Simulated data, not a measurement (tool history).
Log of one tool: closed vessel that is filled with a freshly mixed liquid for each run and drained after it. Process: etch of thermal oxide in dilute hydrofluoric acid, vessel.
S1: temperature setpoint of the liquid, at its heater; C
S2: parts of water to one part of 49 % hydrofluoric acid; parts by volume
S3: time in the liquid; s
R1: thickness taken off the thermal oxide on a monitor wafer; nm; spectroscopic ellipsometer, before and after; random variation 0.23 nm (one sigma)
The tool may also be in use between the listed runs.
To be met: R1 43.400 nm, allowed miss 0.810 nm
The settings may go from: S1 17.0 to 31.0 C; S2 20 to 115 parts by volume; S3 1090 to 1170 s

run	hour	S1	S2	S3	R1
1	0.0	23.0	65	1090	76.734
2	7.8	23.0	45	1090	115.220
3	14.4	22.0	50	1090	98.593
4	22.4	22.0	40	1090	124.230
5	31.1	22.0	40	1090	124.150
6	39.1	21.5	45	1090	107.900
7	40.2	21.0	50	1090	94.328
8	44.5	20.5	55	1090	83.321
9	52.1	20.0	60	1090	74.834
10	56.5	19.5	65	1090	67.422
11	64.8	19.0	65	1090	65.953
12	70.0	18.5	65	1090	65.013
13	73.9	17.5	75	1090	52.340
14	80.9	17.0	85	1090	44.859
15	86.2	17.0	90	1090	42.531

Which of these 5 next moves meets every target?
A	91.5	21.5	110	1090	?
B	91.5	17.5	95	1155	?
C	91.5	17.5	95	1110	?
D	91.5	19.0	100	1095	?
E	91.5	20.0	105	1100	?

move	R1
A	40.892
B	43.258
C	41.573
D	41.258
E	40.907
A: further off than the last run
B: meets every target
C: further off than the last run
D: further off than the last run
E: further off than the last run
Answer: B
